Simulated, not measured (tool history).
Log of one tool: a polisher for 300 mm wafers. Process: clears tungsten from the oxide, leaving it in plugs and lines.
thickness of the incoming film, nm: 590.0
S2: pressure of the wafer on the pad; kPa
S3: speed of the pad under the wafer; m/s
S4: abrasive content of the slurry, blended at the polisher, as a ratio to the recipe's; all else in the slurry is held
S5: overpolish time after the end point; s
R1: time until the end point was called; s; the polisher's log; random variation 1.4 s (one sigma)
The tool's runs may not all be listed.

{"run": 1, "day": 0.0, "flow of slurry (ml/min)": 275, "S2": 31.7, "S3": 1.0, "S4": 1.0, "S5": 45, "R1": 107.01}
{"run": 2, "day": 0.296, "flow of slurry (ml/min)": 275, "S2": 31.7, "S3": 1.0, "S4": 0.85, "S5": 45, "R1": 114.68}
{"run": 3, "day": 0.617, "flow of slurry (ml/min)": 275, "S2": 31.7, "S3": 1.0, "S4": 0.75, "S5": 45, "R1": 108.43}
{"run": 4, "day": 0.846, "flow of slurry (ml/min)": 275, "S2": 31.7, "S3": 1.0, "S4": 0.65, "S5": 45, "R1": 118.88}
{"run": 5, "day": 1.15, "flow of slurry (ml/min)": 340, "S2": 31.7, "S3": 1.0, "S4": 0.65, "S5": 45, "R1": 115.37}
{"run": 6, "day": 1.342, "flow of slurry (ml/min)": 400, "S2": 31.7, "S3": 1.0, "S4": 0.65, "S5": 45, "R1": 113.16}
{"run": 7, "day": 1.533, "flow of slurry (ml/min)": 400, "S2": 40.7, "S3": 1.08, "S4": 0.65, "S5": 45, "R1": 92.324}

The next listed run, before its measurement:
{"run": 8, "day": 1.662, "flow of slurry (ml/min)": 400, "S2": 41.4, "S3": 1.1, "S4": 0.65, "S5": 45, "R1": "?"}

R1: 86.926 s
